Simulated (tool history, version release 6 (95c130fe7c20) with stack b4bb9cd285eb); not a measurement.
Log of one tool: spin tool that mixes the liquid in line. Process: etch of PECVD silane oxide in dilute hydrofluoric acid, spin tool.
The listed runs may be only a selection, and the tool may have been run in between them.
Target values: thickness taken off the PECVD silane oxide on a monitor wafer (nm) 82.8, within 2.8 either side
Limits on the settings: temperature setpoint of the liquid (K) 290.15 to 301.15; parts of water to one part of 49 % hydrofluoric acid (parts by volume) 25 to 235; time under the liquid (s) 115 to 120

run,hour,temperature setpoint of the liquid (K),parts of water to one part of 49 % hydrofluoric acid (parts by volume),time under the liquid (s),thickness taken off the PECVD silane oxide on a monitor wafer (nm)
1,0,293.15,130,115,26.096
2,1.3,295.15,100,115,37.017
3,5.2,295.15,80,115,47.927
4,7.5,296.65,70,115,59.639
5,12.7,296.65,90,115,44.943
6,18.3,297.65,75,115,57.166
7,24.4,298.65,70,115,63.995
8,28.6,298.65,70,115,63.956
9,31.3,299.15,65,115,70.723
10,38.8,301.15,55,115,93.71
11,43.1,300.65,55,115,88.759
12,48.9,300.15,55,115,88.407
13,52.7,299.65,55,115,85.183

5 next moves are on the table. One of them brings every result within its allowed miss. Which?
A,56.5,297.65,50,115,?
B,56.5,299.15,55,120,?
C,56.5,300.65,55,115,?
D,56.5,299.15,50,115,?
E,56.5,299.65,60,120,?

move,thickness taken off the PECVD silane oxide on a monitor wafer (nm)
A,88.209
B,88.335
C,89.902
D,93.768
E,82.046
A: its largest miss is bigger than the last run's
B: its largest miss is bigger than the last run's
C: its largest miss is bigger than the last run's
D: its largest miss is bigger than the last run's
E: hits every target within its allowed miss
Go with E: it meets all targets.
